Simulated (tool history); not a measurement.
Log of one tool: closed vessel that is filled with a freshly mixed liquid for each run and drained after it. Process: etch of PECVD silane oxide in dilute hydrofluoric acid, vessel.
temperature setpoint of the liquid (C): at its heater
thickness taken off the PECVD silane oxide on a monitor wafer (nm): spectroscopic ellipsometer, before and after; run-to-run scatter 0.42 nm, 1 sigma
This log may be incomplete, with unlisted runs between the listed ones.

run  hour  temperature setpoint of the liquid (C)  parts of water to one part of 49 % hydrofluoric acid (parts by volume)  time in the liquid (s)  thickness taken off the PECVD silane oxide on a monitor wafer (nm)
  1     0                                      23                                                                     160                     210                                                              26.788
  2     5                                      23                                                                     120                     210                                                              37.386
  3   8.3                                      24                                                                     120                     210                                                              39.002
  4  14.2                                      26                                                                     120                     210                                                              41.393
  5  22.4                                    23.5                                                                     120                     210                                                              38.099
  6  30.6                                    21.5                                                                     120                     210                                                              35.259

Run 7 is up next; what results do you expect?
  7  39.3                                      23                                                                     120                     210                                                                   ?

Run 7 yielded thickness taken off the PECVD silane oxide on a monitor wafer (nm) 37.678.
